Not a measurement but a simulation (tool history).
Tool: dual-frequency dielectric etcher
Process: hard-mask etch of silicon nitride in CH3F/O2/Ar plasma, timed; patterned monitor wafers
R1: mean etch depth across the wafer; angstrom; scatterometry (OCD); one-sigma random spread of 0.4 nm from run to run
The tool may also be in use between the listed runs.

{"run": 1, "hour": 0.0, "source power (kW)": 0.42, "bias power (kW)": 0.063, "etch time (s)": 133, "R1": 842.87}
{"run": 2, "hour": 6.9, "source power (kW)": 0.42, "bias power (kW)": 0.063, "etch time (s)": 121.5, "R1": 769.33}
{"run": 3, "hour": 15.1, "source power (kW)": 0.42, "bias power (kW)": 0.052, "etch time (s)": 121.5, "R1": 700.2}
{"run": 4, "hour": 19.0, "source power (kW)": 0.36, "bias power (kW)": 0.052, "etch time (s)": 121.5, "R1": 665.11}
{"run": 5, "hour": 24.4, "source power (kW)": 0.36, "bias power (kW)": 0.044, "etch time (s)": 121.5, "R1": 613.03}
{"run": 6, "hour": 25.1, "source power (kW)": 0.36, "bias power (kW)": 0.044, "etch time (s)": 133, "R1": 667.36}
{"run": 7, "hour": 33.0, "source power (kW)": 0.38, "bias power (kW)": 0.044, "etch time (s)": 133, "R1": 688.09}
{"run": 8, "hour": 40.4, "source power (kW)": 0.4, "bias power (kW)": 0.044, "etch time (s)": 133, "R1": 698}
{"run": 9, "hour": 45.9, "source power (kW)": 0.41, "bias power (kW)": 0.044, "etch time (s)": 133, "R1": 702.72}
{"run": 10, "hour": 54.3, "source power (kW)": 0.41, "bias power (kW)": 0.044, "etch time (s)": 133, "R1": 700.9}
{"run": 11, "hour": 57.1, "source power (kW)": 0.42, "bias power (kW)": 0.044, "etch time (s)": 133, "R1": 713.83}
{"run": 12, "hour": 58.6, "source power (kW)": 0.43, "bias power (kW)": 0.044, "etch time (s)": 133, "R1": 716.04}
{"run": 13, "hour": 63.8, "source power (kW)": 0.44, "bias power (kW)": 0.044, "etch time (s)": 133, "R1": 721.38}
{"run": 14, "hour": 65.6, "source power (kW)": 0.45, "bias power (kW)": 0.044, "etch time (s)": 133, "R1": 724.49}

Run 15 has not been measured yet. What should we expect?
{"run": 15, "hour": 73.2, "source power (kW)": 0.5, "bias power (kW)": 0.046, "etch time (s)": 133, "R1": "?"}

R1: 765.49 angstrom
